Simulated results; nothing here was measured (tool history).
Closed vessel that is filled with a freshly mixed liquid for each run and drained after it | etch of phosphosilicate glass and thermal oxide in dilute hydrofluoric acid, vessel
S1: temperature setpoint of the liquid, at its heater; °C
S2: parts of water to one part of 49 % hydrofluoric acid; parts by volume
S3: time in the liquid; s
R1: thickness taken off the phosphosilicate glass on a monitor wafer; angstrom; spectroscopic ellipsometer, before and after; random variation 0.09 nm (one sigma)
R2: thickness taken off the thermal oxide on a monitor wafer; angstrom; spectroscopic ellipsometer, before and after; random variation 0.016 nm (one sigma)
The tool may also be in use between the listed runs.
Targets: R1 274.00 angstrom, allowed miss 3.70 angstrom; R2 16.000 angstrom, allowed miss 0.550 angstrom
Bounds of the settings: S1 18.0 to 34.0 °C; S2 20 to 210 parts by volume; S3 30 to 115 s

Run 1, hour 0.0: S1 26.0 °C, S2 115 parts by volume, S3 60 s. Result: R1 442.86 angstrom, R2 26.181 angstrom.
Run 2, hour 6.8: S1 23.5 °C, S2 120 parts by volume, S3 60 s. Result: R1 383.22 angstrom, R2 22.452 angstrom.
Run 3, hour 10.0: S1 27.0 °C, S2 120 parts by volume, S3 60 s. Result: R1 438.01 angstrom, R2 25.431 angstrom.
Run 4, hour 19.0: S1 24.5 °C, S2 125 parts by volume, S3 60 s. Result: R1 377.82 angstrom, R2 22.236 angstrom.
Run 5, hour 26.3: S1 22.5 °C, S2 130 parts by volume, S3 60 s. Result: R1 337.66 angstrom, R2 19.609 angstrom.
Run 6, hour 29.7: S1 21.0 °C, S2 130 parts by volume, S3 60 s. Result: R1 317.02 angstrom, R2 18.542 angstrom.
Run 7, hour 31.9: S1 20.0 °C, S2 130 parts by volume, S3 60 s. Result: R1 303.54 angstrom, R2 17.679 angstrom.
Run 8, hour 33.1: S1 19.5 °C, S2 130 parts by volume, S3 60 s. Result: R1 300.27 angstrom, R2 17.534 angstrom.
Run 9, hour 38.3: S1 19.0 °C, S2 130 parts by volume, S3 60 s. Result: R1 291.87 angstrom, R2 17.128 angstrom.
Run 10, hour 42.7: S1 18.5 °C, S2 130 parts by volume, S3 60 s. Result: R1 286.33 angstrom, R2 16.896 angstrom.
Run 11, hour 43.7: S1 18.0 °C, S2 135 parts by volume, S3 60 s. Result: R1 269.13 angstrom, R2 15.691 angstrom.

4 next moves are on the table. One of them brings every result within its allowed miss. Which?
Run A, hour 44.7: S1 18.5 °C, S2 120 parts by volume, S3 50 s. Result: R1 ?, R2 ?.
Run B, hour 44.7: S1 19.0 °C, S2 100 parts by volume, S3 40 s. Result: R1 ?, R2 ?.
Run C, hour 44.7: S1 19.5 °C, S2 140 parts by volume, S3 60 s. Result: R1 ?, R2 ?.
Run D, hour 44.7: S1 18.5 °C, S2 130 parts by volume, S3 55 s. Result: R1 ?, R2 ?.

move      R1      R2
   A  259.49  15.146
   B  259.80  15.164
   C  272.24  15.890
   D  260.76  15.220
A: further off than the last run
B: further off than the last run
C: meets every target
D: further off than the last run
Move C is the one to make.

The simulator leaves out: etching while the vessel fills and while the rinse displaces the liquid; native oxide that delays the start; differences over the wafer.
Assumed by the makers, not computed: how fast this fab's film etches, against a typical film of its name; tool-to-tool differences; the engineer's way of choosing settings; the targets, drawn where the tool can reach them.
